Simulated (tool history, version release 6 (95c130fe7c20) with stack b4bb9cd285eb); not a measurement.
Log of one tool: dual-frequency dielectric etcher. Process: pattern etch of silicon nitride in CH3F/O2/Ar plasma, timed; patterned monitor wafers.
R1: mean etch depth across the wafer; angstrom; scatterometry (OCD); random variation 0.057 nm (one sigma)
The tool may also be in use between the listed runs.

{"run": 1, "hour": 0.0, "source power (kW)": 0.49, "bias power (kW)": 0.095, "etch time (s)": 31.5, "R1": 287.96}
{"run": 2, "hour": 1.6, "source power (kW)": 0.56, "bias power (kW)": 0.095, "etch time (s)": 31.5, "R1": 305.21}
{"run": 3, "hour": 8.4, "source power (kW)": 0.56, "bias power (kW)": 0.095, "etch time (s)": 29, "R1": 280.84}
{"run": 4, "hour": 12.1, "source power (kW)": 0.53, "bias power (kW)": 0.092, "etch time (s)": 29, "R1": 272.55}
{"run": 5, "hour": 14.4, "source power (kW)": 0.53, "bias power (kW)": 0.076, "etch time (s)": 29, "R1": 257.21}
{"run": 6, "hour": 23.0, "source power (kW)": 0.52, "bias power (kW)": 0.075, "etch time (s)": 29, "R1": 254.9}

Forecast run 7:
{"run": 7, "hour": 26.7, "source power (kW)": 0.51, "bias power (kW)": 0.074, "etch time (s)": 29, "R1": "?"}

R1: 251.48 angstrom
